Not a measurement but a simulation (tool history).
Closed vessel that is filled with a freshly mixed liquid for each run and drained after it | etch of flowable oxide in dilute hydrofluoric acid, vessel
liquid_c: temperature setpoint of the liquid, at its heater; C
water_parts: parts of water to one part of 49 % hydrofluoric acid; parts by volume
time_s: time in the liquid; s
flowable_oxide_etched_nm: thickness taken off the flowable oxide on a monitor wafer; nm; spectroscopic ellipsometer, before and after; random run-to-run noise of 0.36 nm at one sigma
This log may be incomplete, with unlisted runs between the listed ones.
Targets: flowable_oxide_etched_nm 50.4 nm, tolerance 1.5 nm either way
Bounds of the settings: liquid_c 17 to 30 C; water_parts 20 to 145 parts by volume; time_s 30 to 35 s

{"run": 1, "hour": 0.0, "liquid_c": 22, "water_parts": 80, "time_s": 35, "flowable_oxide_etched_nm": 21.98}
{"run": 2, "hour": 2.3, "liquid_c": 24, "water_parts": 80, "time_s": 35, "flowable_oxide_etched_nm": 23.7}
{"run": 3, "hour": 4.0, "liquid_c": 24, "water_parts": 80, "time_s": 35, "flowable_oxide_etched_nm": 23.839}
{"run": 4, "hour": 5.8, "liquid_c": 22.5, "water_parts": 80, "time_s": 35, "flowable_oxide_etched_nm": 22.288}
{"run": 5, "hour": 11.9, "liquid_c": 22.5, "water_parts": 60, "time_s": 35, "flowable_oxide_etched_nm": 30.774}
{"run": 6, "hour": 14.7, "liquid_c": 22.5, "water_parts": 80, "time_s": 35, "flowable_oxide_etched_nm": 22.494}
{"run": 7, "hour": 23.6, "liquid_c": 24, "water_parts": 70, "time_s": 35, "flowable_oxide_etched_nm": 27.751}
{"run": 8, "hour": 24.7, "liquid_c": 24, "water_parts": 70, "time_s": 35, "flowable_oxide_etched_nm": 27.536}
{"run": 9, "hour": 29.8, "liquid_c": 25, "water_parts": 65, "time_s": 35, "flowable_oxide_etched_nm": 31.672}
{"run": 10, "hour": 34.3, "liquid_c": 26, "water_parts": 60, "time_s": 35, "flowable_oxide_etched_nm": 35.756}
{"run": 11, "hour": 40.9, "liquid_c": 27, "water_parts": 60, "time_s": 35, "flowable_oxide_etched_nm": 36.835}
{"run": 12, "hour": 46.4, "liquid_c": 27.5, "water_parts": 55, "time_s": 35, "flowable_oxide_etched_nm": 41.808}
{"run": 13, "hour": 54.4, "liquid_c": 28, "water_parts": 55, "time_s": 35, "flowable_oxide_etched_nm": 42.459}
{"run": 14, "hour": 60.7, "liquid_c": 28.5, "water_parts": 55, "time_s": 35, "flowable_oxide_etched_nm": 43.209}
{"run": 15, "hour": 62.5, "liquid_c": 30, "water_parts": 45, "time_s": 35, "flowable_oxide_etched_nm": 56.516}
{"run": 16, "hour": 67.5, "liquid_c": 29.5, "water_parts": 45, "time_s": 35, "flowable_oxide_etched_nm": 55.205}
{"run": 17, "hour": 74.2, "liquid_c": 29, "water_parts": 45, "time_s": 35, "flowable_oxide_etched_nm": 54.749}
{"run": 18, "hour": 83.0, "liquid_c": 28.5, "water_parts": 45, "time_s": 35, "flowable_oxide_etched_nm": 53.644}

4 candidate next runs follow, results not yet known. Just one meets every target within its allowed miss. Identify it.
{"run": "A", "hour": 91.8, "liquid_c": 27.5, "water_parts": 40, "time_s": 30, "flowable_oxide_etched_nm": "?"}
{"run": "B", "hour": 91.8, "liquid_c": 30, "water_parts": 55, "time_s": 35, "flowable_oxide_etched_nm": "?"}
{"run": "C", "hour": 91.8, "liquid_c": 28.5, "water_parts": 45, "time_s": 30, "flowable_oxide_etched_nm": "?"}
{"run": "D", "hour": 91.8, "liquid_c": 27.5, "water_parts": 50, "time_s": 35, "flowable_oxide_etched_nm": "?"}

move=A flowable_oxide_etched_nm=49.783
move=B flowable_oxide_etched_nm=45.615
move=C flowable_oxide_etched_nm=45.724
move=D flowable_oxide_etched_nm=45.792
A: every result within its allowed miss
B: takes the biggest miss from the last run beyond its target
C: takes the biggest miss from the last run beyond its target
D: takes the biggest miss from the last run beyond its target
The move that meets every target is A.
